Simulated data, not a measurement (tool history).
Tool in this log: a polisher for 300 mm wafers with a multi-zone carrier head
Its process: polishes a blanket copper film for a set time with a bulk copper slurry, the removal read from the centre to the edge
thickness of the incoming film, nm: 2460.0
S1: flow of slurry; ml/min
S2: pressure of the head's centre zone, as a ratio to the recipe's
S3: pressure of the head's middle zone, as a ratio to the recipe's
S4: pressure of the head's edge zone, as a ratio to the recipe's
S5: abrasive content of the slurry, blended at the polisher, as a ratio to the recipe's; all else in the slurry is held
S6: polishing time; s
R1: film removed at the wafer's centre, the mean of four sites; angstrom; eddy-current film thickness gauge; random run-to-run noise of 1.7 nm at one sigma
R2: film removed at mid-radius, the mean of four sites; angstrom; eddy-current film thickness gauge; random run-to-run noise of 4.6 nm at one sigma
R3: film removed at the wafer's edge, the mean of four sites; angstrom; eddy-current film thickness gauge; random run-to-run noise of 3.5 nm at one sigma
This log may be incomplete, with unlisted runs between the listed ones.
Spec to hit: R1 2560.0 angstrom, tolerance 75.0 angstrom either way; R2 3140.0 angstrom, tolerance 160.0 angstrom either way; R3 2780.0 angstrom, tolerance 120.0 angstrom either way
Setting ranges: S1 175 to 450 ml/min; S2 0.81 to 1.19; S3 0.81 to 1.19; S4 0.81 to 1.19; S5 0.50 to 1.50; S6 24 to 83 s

| run | hour | S1 | S2 | S3 | S4 | S5 | S6 | R1 | R2 | R3 |
|---|---|---|---|---|---|---|---|---|---|---|
| 1 | 0.0 | 290 | 1.00 | 1.00 | 1.00 | 1.00 | 53 | 2232.0 | 2325.4 | 2263.2 |
| 2 | 5.5 | 290 | 1.06 | 1.00 | 1.00 | 1.00 | 53 | 2405.1 | 2282.4 | 2292.5 |
| 3 | 13.1 | 315 | 1.06 | 1.00 | 1.00 | 1.00 | 53 | 2400.6 | 2286.1 | 2270.3 |
| 4 | 21.9 | 315 | 1.06 | 1.00 | 1.00 | 0.85 | 53 | 2301.8 | 2289.0 | 2239.2 |
| 5 | 25.1 | 315 | 1.10 | 1.00 | 1.00 | 0.85 | 53 | 2391.0 | 2222.3 | 2182.4 |
| 6 | 29.6 | 315 | 1.10 | 1.00 | 1.00 | 1.00 | 53 | 2500.5 | 2275.0 | 2294.4 |
| 7 | 32.4 | 335 | 1.00 | 1.10 | 1.02 | 1.25 | 58 | 2636.6 | 2830.4 | 2629.6 |
| 8 | 36.3 | 335 | 0.99 | 1.11 | 1.03 | 1.25 | 58 | 2605.1 | 2941.3 | 2663.0 |

Pick the move, out of 4, that brings all results within their allowed miss; only one does.
| A | 40.2 | 340 | 1.00 | 1.11 | 1.15 | 1.20 | 61 | ? | ? | ? |
| B | 40.2 | 370 | 0.96 | 1.19 | 1.14 | 1.45 | 57 | ? | ? | ? |
| C | 40.2 | 270 | 0.97 | 1.06 | 1.06 | 1.35 | 58 | ? | ? | ? |
| D | 40.2 | 330 | 1.03 | 1.09 | 1.10 | 1.25 | 56 | ? | ? | ? |

| move | R1 | R2 | R3 |
|---|---|---|---|
| A | 2735.8 | 3027.2 | 2905.1 |
| B | 2575.3 | 3143.3 | 2831.7 |
| C | 2550.5 | 2806.1 | 2740.1 |
| D | 2605.0 | 2757.2 | 2652.2 |
A: puts the biggest miss on target and leaves a different result outside tolerance
B: hits every target within its allowed miss
C: the biggest miss grows against the last run
D: the biggest miss grows against the last run
B is the move that brings every result within its allowed miss.

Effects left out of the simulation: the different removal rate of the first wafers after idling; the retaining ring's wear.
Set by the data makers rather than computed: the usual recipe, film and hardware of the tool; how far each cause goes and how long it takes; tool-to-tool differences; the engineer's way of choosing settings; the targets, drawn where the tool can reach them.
